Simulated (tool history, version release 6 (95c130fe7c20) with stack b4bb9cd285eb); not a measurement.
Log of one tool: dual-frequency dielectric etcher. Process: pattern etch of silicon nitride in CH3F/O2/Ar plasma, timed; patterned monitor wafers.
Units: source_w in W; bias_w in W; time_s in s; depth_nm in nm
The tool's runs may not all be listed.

run	day	source_w	bias_w	time_s	depth_nm
1	0.000	400	94	70.5	57.492
2	0.304	380	93	70.5	56.301
3	0.404	380	104	70.5	58.206
4	0.504	380	119	70.5	60.848
5	0.758	380	126	70.5	61.456
6	0.804	320	126	70.5	57.813
7	0.925	300	125	70.5	56.055
8	1.008	290	125	70.5	55.348

Forecast run 9:
9	1.317	280	125	70.5	?

{"run 9": {"depth_nm": 54.562}}

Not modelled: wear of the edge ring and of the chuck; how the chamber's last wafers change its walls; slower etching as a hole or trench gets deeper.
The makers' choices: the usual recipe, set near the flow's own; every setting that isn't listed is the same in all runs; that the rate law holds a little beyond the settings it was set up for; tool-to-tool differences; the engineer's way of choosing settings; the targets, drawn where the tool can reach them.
